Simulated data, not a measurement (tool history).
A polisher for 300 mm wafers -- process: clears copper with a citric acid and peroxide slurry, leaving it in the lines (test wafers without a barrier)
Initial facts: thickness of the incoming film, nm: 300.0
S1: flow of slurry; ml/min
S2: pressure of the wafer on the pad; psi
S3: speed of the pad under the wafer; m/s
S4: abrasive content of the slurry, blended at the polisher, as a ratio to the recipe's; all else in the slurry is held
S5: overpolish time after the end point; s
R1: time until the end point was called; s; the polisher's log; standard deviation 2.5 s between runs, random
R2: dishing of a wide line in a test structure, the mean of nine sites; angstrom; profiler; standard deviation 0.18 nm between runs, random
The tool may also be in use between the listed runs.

{"run": 1, "hour": 0.0, "S1": 155, "S2": 3.1, "S3": 1.1, "S4": 1, "S5": 11, "R1": 127.23, "R2": 187.9}
{"run": 2, "hour": 7.5, "S1": 155, "S2": 3.1, "S3": 1.1, "S4": 1, "S5": 9, "R1": 126.9, "R2": 151.19}
{"run": 3, "hour": 15.6, "S1": 155, "S2": 3, "S3": 1.1, "S4": 1, "S5": 9, "R1": 127.64, "R2": 147.23}
{"run": 4, "hour": 20.1, "S1": 125, "S2": 3, "S3": 1.1, "S4": 1, "S5": 9, "R1": 132.94, "R2": 147.31}
{"run": 5, "hour": 29.0, "S1": 125, "S2": 3, "S3": 1.1, "S4": 1, "S5": 14, "R1": 129.19, "R2": 220.82}
{"hour": 38.0, "done": "worn pad replaced by a new one"}
{"run": 6, "hour": 38.0, "S1": 125, "S2": 3, "S3": 0.96, "S4": 1, "S5": 14, "R1": 139.98, "R2": 203.31}
{"run": 7, "hour": 41.3, "S1": 125, "S2": 2.9, "S3": 0.96, "S4": 1, "S5": 13, "R1": 143.24, "R2": 189.76}
{"run": 8, "hour": 48.7, "S1": 125, "S2": 2.9, "S3": 0.96, "S4": 1, "S5": 13, "R1": 144.09, "R2": 193.83}

Predict the results of run 9:
{"run": 9, "hour": 53.2, "S1": 125, "S2": 2.8, "S3": 0.96, "S4": 1, "S5": 12, "R1": "?", "R2": "?"}

{"run 9": {"R1": 144.43, "R2": 177.8}}
